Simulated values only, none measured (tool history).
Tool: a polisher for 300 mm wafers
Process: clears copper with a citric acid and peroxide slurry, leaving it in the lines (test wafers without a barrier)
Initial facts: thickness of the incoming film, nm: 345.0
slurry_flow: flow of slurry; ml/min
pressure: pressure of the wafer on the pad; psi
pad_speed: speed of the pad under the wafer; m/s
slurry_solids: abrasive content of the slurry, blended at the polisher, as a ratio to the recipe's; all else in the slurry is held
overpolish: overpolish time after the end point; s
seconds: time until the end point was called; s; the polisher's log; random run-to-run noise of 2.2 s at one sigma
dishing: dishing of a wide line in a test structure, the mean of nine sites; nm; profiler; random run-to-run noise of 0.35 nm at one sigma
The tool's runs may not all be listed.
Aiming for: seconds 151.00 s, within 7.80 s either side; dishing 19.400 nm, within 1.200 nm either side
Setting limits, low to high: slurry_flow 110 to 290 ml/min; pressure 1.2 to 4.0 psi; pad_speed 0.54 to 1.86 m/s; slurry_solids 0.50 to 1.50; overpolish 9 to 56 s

run 1 hour=0.0 | slurry_flow=185 pressure=2.6 pad_speed=1.18 slurry_solids=1.00 overpolish=29 | seconds=145.64 dishing=43.750
run 2 hour=6.4 | slurry_flow=185 pressure=2.5 pad_speed=1.22 slurry_solids=1.00 overpolish=26 | seconds=145.69 dishing=38.944
run 3 hour=15.1 | slurry_flow=180 pressure=2.4 pad_speed=1.28 slurry_solids=1.00 overpolish=23 | seconds=139.86 dishing=35.815
run 4 hour=20.4 | slurry_flow=175 pressure=2.3 pad_speed=1.30 slurry_solids=1.00 overpolish=21 | seconds=145.50 dishing=31.291
run 5 hour=26.4 | slurry_flow=175 pressure=2.2 pad_speed=1.32 slurry_solids=1.00 overpolish=19 | seconds=155.30 dishing=29.063
run 6 hour=27.2 | slurry_flow=175 pressure=2.2 pad_speed=1.14 slurry_solids=1.00 overpolish=19 | seconds=168.57 dishing=26.523
run 7 hour=30.6 | slurry_flow=225 pressure=2.3 pad_speed=0.88 slurry_solids=1.25 overpolish=9 | seconds=200.72 dishing=11.421
run 8 hour=38.0 | slurry_flow=175 pressure=3.0 pad_speed=0.94 slurry_solids=1.00 overpolish=11 | seconds=156.59 dishing=18.238
run 9 hour=45.6 | slurry_flow=175 pressure=3.1 pad_speed=0.94 slurry_solids=1.00 overpolish=11 | seconds=152.38 dishing=18.733
run 10 hour=47.3 | slurry_flow=175 pressure=3.1 pad_speed=0.94 slurry_solids=0.95 overpolish=11 | seconds=151.90 dishing=17.921
run 11 hour=51.3 | slurry_flow=170 pressure=3.1 pad_speed=0.94 slurry_solids=0.95 overpolish=11 | seconds=155.39 dishing=17.768

Which single option among these 4 for the next run brings every result within its allowed miss of target? Just one does.
run A hour=55.3 | slurry_flow=200 pressure=3.2 pad_speed=0.90 slurry_solids=1.00 overpolish=12 | seconds=? dishing=?
run B hour=55.3 | slurry_flow=155 pressure=2.9 pad_speed=0.94 slurry_solids=0.95 overpolish=15 | seconds=? dishing=?
run C hour=55.3 | slurry_flow=115 pressure=3.3 pad_speed=0.86 slurry_solids=0.95 overpolish=14 | seconds=? dishing=?
run D hour=55.3 | slurry_flow=185 pressure=2.9 pad_speed=0.86 slurry_solids=0.95 overpolish=16 | seconds=? dishing=?

move=A seconds=152.74 dishing=19.489
move=B seconds=169.46 dishing=21.684
move=C seconds=174.45 dishing=19.896
move=D seconds=179.08 dishing=21.873
A: in spec on every target
B: pushes the last run's worst result past its target
C: brings the last run's worst result on target, with another outside its allowed miss
D: pushes the last run's worst result past its target
Correct choice: A, which meets every target
